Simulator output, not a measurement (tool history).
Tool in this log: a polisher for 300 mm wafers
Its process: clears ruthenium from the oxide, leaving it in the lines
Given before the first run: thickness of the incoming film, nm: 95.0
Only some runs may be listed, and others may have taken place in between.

run	hour	flow of slurry (ml/min)	pressure of the wafer on the pad (kPa)	speed of the pad under the wafer (cm/s)	overpolish time after the end point (s)	time until the end point was called (s)
1	0.0	310	9.0	80	3	179.70
2	3.0	310	10.3	80	3	154.50
3	11.8	310	10.3	92	3	143.80
4	17.7	380	10.3	92	3	139.01
5	19.6	425	10.3	92	3	138.99
6	24.0	425	11.0	92	3	127.16
7	27.0	425	11.7	92	3	124.31

For run 8, what comes out?
# hour 34.0: slurry nozzle cleaned
8	34.0	425	12.4	92	3	?

Run 8 gave time until the end point was called (s) 113.39.
